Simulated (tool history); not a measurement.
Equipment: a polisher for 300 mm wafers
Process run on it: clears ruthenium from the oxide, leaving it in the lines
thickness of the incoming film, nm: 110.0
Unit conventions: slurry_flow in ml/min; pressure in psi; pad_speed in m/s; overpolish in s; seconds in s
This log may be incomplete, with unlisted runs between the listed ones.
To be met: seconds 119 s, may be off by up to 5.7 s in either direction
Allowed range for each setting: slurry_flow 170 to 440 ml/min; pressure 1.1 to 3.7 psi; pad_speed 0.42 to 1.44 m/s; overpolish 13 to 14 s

| run | hour | slurry_flow | pressure | pad_speed | overpolish | seconds |
|---|---|---|---|---|---|---|
| 1 | 0 | 280 | 2.4 | 0.92 | 13 | 82.909 |
| 2 | 8.5 | 280 | 2.3 | 0.92 | 13 | 85.15 |
| 3 | 15 | 280 | 1.9 | 0.92 | 13 | 102.13 |
| 4 | 21.3 | 315 | 1.9 | 0.92 | 13 | 101.11 |
| 5 | 27.2 | 315 | 1.9 | 0.92 | 13 | 101.95 |
| 6 | 33.2 | 270 | 1.9 | 0.92 | 13 | 103.21 |
| 7 | 39.6 | 270 | 1.8 | 0.92 | 13 | 107.42 |
| 8 | 43.7 | 270 | 1.5 | 0.92 | 13 | 126.88 |

Which single option among these 5 for the next run brings every result within its allowed miss of target? Just one does.
| A | 47.8 | 230 | 1.1 | 1.24 | 13 | ? |
| B | 47.8 | 245 | 1.4 | 1.08 | 13 | ? |
| C | 47.8 | 275 | 1.4 | 0.96 | 13 | ? |
| D | 47.8 | 405 | 1.6 | 0.8 | 14 | ? |
| E | 47.8 | 240 | 1.7 | 0.76 | 13 | ? |

| move | seconds |
|---|---|
| A | 132.42 |
| B | 119.88 |
| C | 132.96 |
| D | 135.56 |
| E | 139.84 |
A: the biggest miss grows against the last run
B: all results in spec
C: the biggest miss grows against the last run
D: the biggest miss grows against the last run
E: the biggest miss grows against the last run
So the answer is move B, the one that meets all the targets.
